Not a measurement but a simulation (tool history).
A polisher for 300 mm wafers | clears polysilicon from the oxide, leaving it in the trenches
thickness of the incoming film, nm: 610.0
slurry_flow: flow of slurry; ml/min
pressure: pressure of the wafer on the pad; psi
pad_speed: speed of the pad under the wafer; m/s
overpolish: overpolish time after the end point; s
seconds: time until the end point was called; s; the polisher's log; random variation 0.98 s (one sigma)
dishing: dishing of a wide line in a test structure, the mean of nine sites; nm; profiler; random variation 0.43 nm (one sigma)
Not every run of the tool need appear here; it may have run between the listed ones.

run  hour  slurry_flow  pressure  pad_speed  overpolish  seconds  dishing
  1     0          175       2.1       1.04          16   55.371   49.556
  2   0.6          175       2.1       1.04          15    56.45    47.97
  3   8.3          200       2.1       1.04          15    54.66   47.959
  4  16.4          230       2.1       1.04          15     53.5    47.75
  5  24.9          230       1.6       1.04          15   68.757    45.25
  6  31.1          230       1.1       1.04          15   84.484   42.233
  7  33.6          235       1.1       1.08          14   86.436    40.31
  8  39.5          235       1.1       1.08          14   86.476   42.255
  9  40.7          240       1.3       1.02          13    80.79   41.322
 10  47.7          245       1.3       1.08          12   75.983    40.62
 11  54.9          250       1.3       1.12          11   72.656   39.759
 12  59.3          250       1.3       1.12          11   72.255   41.388
     65.5  -- head pressure recalibrated
 13  65.5          250       1.3       1.14          10   74.304   37.674
 14  70.9          200         1       1.42           5   77.633   25.458

Run 15 has not been measured yet. What should we expect?
 15    77          235       1.2        1.5           6        ?        ?

{"run 15": {"seconds": 62.596, "dishing": 32.502}}
